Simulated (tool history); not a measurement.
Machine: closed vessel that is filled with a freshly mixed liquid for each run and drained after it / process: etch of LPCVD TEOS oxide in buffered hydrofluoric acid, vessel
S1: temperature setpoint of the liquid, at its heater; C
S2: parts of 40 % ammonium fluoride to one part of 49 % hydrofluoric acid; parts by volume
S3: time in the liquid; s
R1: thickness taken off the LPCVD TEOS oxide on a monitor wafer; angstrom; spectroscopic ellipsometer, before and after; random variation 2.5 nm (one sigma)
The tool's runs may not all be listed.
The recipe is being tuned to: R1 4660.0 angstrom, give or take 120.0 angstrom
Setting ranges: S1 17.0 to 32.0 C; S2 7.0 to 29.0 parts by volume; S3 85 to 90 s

{"run": 1, "hour": 0.0, "S1": 24.0, "S2": 18.0, "S3": 85, "R1": 2564.4}
{"run": 2, "hour": 3.7, "S1": 27.0, "S2": 18.0, "S3": 85, "R1": 3012.6}
{"run": 3, "hour": 4.4, "S1": 30.0, "S2": 18.0, "S3": 85, "R1": 3571.5}
{"run": 4, "hour": 6.0, "S1": 30.0, "S2": 18.0, "S3": 90, "R1": 3764.2}
{"run": 5, "hour": 11.7, "S1": 30.0, "S2": 18.0, "S3": 90, "R1": 3771.8}
{"run": 6, "hour": 17.8, "S1": 30.0, "S2": 18.0, "S3": 90, "R1": 3731.2}
{"run": 7, "hour": 22.6, "S1": 30.5, "S2": 17.5, "S3": 90, "R1": 3966.2}
{"run": 8, "hour": 28.5, "S1": 31.0, "S2": 17.0, "S3": 90, "R1": 4226.5}

Next run, 5 choices. One meets every target within its allowed miss, the rest don't. Which?
{"run": "A", "hour": 34.4, "S1": 31.5, "S2": 19.0, "S3": 85, "R1": "?"}
{"run": "B", "hour": 34.4, "S1": 28.5, "S2": 13.5, "S3": 90, "R1": "?"}
{"run": "C", "hour": 34.4, "S1": 31.0, "S2": 13.5, "S3": 85, "R1": "?"}
{"run": "D", "hour": 34.4, "S1": 31.5, "S2": 14.0, "S3": 85, "R1": "?"}
{"run": "E", "hour": 34.4, "S1": 32.0, "S2": 21.5, "S3": 90, "R1": "?"}

move=A R1=3647.5
move=B R1=4611.2
move=C R1=4967.3
move=D R1=4920.4
move=E R1=3588.3
A: misses by more than the last run did
B: in spec on every target
C: moves the result that the last run missed by most past its target, out the other side
D: moves the result that the last run missed by most past its target, out the other side
E: misses by more than the last run did
So the answer is move B, the one that meets all the targets.
